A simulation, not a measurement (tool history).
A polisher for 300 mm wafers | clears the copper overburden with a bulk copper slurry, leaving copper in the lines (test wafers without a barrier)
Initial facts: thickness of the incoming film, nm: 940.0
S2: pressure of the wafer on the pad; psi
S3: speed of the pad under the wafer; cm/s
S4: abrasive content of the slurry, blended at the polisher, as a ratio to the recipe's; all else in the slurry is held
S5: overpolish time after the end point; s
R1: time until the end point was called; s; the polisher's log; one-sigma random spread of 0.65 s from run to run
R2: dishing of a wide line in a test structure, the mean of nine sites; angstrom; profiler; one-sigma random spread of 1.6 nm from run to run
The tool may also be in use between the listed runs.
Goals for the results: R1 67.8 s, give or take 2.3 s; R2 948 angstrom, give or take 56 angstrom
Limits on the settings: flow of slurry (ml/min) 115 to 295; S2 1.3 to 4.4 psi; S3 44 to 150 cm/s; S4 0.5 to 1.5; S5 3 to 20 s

{"run": 1, "hour": 0.0, "flow of slurry (ml/min)": 190, "S2": 2.8, "S3": 96, "S4": 1, "S5": 10, "R1": 90.395, "R2": 585.26}
{"run": 2, "hour": 1.4, "flow of slurry (ml/min)": 190, "S2": 3, "S3": 96, "S4": 1, "S5": 11, "R1": 85.871, "R2": 670.38}
{"run": 3, "hour": 7.2, "flow of slurry (ml/min)": 195, "S2": 3.2, "S3": 96, "S4": 1, "S5": 11, "R1": 81.225, "R2": 700.59}
{"run": 4, "hour": 14.2, "flow of slurry (ml/min)": 195, "S2": 3.2, "S3": 96, "S4": 1, "S5": 9, "R1": 79.589, "R2": 617.08}
{"run": 5, "hour": 17.9, "flow of slurry (ml/min)": 195, "S2": 3.4, "S3": 96, "S4": 1, "S5": 10, "R1": 76.096, "R2": 656.2}
{"run": 6, "hour": 26.9, "flow of slurry (ml/min)": 195, "S2": 3.5, "S3": 96, "S4": 1, "S5": 11, "R1": 75.048, "R2": 742.4}
{"run": 7, "hour": 33.9, "flow of slurry (ml/min)": 195, "S2": 3.6, "S3": 96, "S4": 1, "S5": 12, "R1": 71.291, "R2": 799.77}
{"run": 8, "hour": 42.7, "flow of slurry (ml/min)": 195, "S2": 3.6, "S3": 96, "S4": 1, "S5": 13, "R1": 71.887, "R2": 884.45}

4 candidate next runs follow, results not yet known. Just one meets every target within its allowed miss. Identify it.
{"run": "A", "hour": 51.5, "flow of slurry (ml/min)": 170, "S2": 3.3, "S3": 104, "S4": 1.1, "S5": 13, "R1": "?", "R2": "?"}
{"run": "B", "hour": 51.5, "flow of slurry (ml/min)": 170, "S2": 3.2, "S3": 118, "S4": 0.9, "S5": 15, "R1": "?", "R2": "?"}
{"run": "C", "hour": 51.5, "flow of slurry (ml/min)": 170, "S2": 3.6, "S3": 96, "S4": 0.9, "S5": 14, "R1": "?", "R2": "?"}
{"run": "D", "hour": 51.5, "flow of slurry (ml/min)": 215, "S2": 3.8, "S3": 86, "S4": 1, "S5": 13, "R1": "?", "R2": "?"}

move=A R1=71.621 R2=834.4
move=B R1=68.394 R2=933.74
move=C R1=74.527 R2=862.68
move=D R1=74.298 R2=828.41
A: lands further from the targets than the last run did
B: hits every target within its allowed miss
C: lands further from the targets than the last run did
D: lands further from the targets than the last run did
B is the move that brings every result within its allowed miss.

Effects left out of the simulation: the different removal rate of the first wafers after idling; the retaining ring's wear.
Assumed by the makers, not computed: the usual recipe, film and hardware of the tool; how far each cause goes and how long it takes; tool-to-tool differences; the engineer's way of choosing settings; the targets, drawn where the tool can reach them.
